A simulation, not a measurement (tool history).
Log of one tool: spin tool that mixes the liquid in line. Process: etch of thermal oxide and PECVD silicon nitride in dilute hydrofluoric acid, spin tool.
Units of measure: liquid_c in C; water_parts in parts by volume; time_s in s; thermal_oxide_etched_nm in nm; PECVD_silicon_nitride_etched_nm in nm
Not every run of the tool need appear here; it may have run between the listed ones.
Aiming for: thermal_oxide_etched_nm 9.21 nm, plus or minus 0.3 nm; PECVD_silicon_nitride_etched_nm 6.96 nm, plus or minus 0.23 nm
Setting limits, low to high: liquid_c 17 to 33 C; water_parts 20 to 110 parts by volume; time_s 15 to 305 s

run	day	liquid_c	water_parts	time_s	thermal_oxide_etched_nm	PECVD_silicon_nitride_etched_nm
1	0	25	60	155	14.284	9.7969
2	0.238	25	60	205	18.809	12.82
3	0.438	28	60	205	21.041	15.946
4	0.571	27.5	75	210	16.869	12.451
5	0.775	27.5	85	205	14.145	10.911
6	0.933	27.5	85	260	17.969	13.858
7	1.312	24	110	240	11.009	7.827
8	1.458	24.5	110	230	10.506	7.8674
9	1.717	24.5	110	225	10.396	7.4855
10	2.067	24.5	110	225	10.381	7.5901
11	2.362	25	110	215	10.319	7.5165
12	2.692	25.5	110	205	9.9556	7.3809

Of the 5 settings listed for the next run, only one would bring every result within its allowed miss of target. Which one?
A	3.021	28	110	175	?	?
B	3.021	31.5	110	140	?	?
C	3.021	25.5	110	175	?	?
D	3.021	26	110	190	?	?
E	3.021	26.5	110	200	?	?

move	thermal_oxide_etched_nm	PECVD_silicon_nitride_etched_nm
A	9.1905	7.3076
B	8.3765	7.277
C	8.3507	6.2251
D	9.2436	6.9807
E	9.9192	7.5886
A: brings the last run's worst result on target, with another outside its allowed miss
B: moves the result that the last run missed by most past its target, out the other side
C: moves the result that the last run missed by most past its target, out the other side
D: every result lands within tolerance
E: misses by more than the last run did
So the answer is move D, the one that meets all the targets.

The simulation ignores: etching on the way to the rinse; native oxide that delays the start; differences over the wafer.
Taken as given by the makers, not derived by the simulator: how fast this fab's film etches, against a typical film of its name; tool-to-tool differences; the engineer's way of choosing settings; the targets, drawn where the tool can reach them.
